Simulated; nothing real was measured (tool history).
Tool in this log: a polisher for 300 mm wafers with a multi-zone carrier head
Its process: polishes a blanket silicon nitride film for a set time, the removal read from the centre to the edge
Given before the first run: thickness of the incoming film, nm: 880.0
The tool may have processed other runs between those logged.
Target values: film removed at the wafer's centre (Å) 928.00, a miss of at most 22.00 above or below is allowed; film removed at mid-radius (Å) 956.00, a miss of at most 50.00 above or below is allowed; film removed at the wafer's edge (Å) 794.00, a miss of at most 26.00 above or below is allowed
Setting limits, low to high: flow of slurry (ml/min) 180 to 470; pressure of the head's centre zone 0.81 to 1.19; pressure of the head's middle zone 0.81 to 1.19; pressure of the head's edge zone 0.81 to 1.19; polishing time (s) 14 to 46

run,hour,flow of slurry (ml/min),pressure of the head's centre zone,pressure of the head's middle zone,pressure of the head's edge zone,polishing time (s),film removed at the wafer's centre (Å),film removed at mid-radius (Å),film removed at the wafer's edge (Å)
1,0.0,300,1.00,1.00,1.00,30,557.77,586.54,559.20
2,0.7,305,1.02,1.02,1.01,31,584.29,595.16,575.91
3,4.7,305,1.05,1.02,1.01,31,602.28,617.13,572.23
4,10.1,310,1.06,1.04,1.02,32,638.03,647.99,607.18
5,17.9,375,1.06,1.04,1.02,32,640.73,642.59,607.67
# hour 22.1: worn pad replaced by a new one
6,22.1,375,1.07,1.06,1.02,33,711.61,742.95,671.48
7,29.7,385,1.08,1.07,1.03,33,726.09,723.66,680.91
8,36.8,385,1.09,1.08,1.02,33,729.14,750.84,688.76
9,41.1,390,1.10,1.09,1.01,33,730.88,741.65,676.55
10,43.5,390,1.11,1.10,1.00,33,744.19,745.31,675.77
11,50.5,390,1.12,1.11,0.99,33,754.76,759.91,670.12

Exactly one of the 5 candidate moves below puts every result within its allowed miss. Which one?
A,57.5,400,0.81,0.89,1.19,35,?,?,?
B,57.5,335,1.04,1.05,1.10,39,?,?,?
C,57.5,355,1.19,1.17,0.90,29,?,?,?
D,57.5,395,1.08,1.02,1.13,26,?,?,?
E,57.5,375,1.16,1.17,1.00,39,?,?,?

move,film removed at the wafer's centre (Å),film removed at mid-radius (Å),film removed at the wafer's edge (Å)
A,578.57,672.09,776.54
B,818.27,848.09,824.42
C,700.99,694.74,564.03
D,574.38,558.43,561.90
E,923.00,938.21,794.82
A: moves away from the targets compared with the last run
B: an improvement on the last run, though not all results are within tolerance
C: moves away from the targets compared with the last run
D: moves away from the targets compared with the last run
E: meets every target
Answer: E
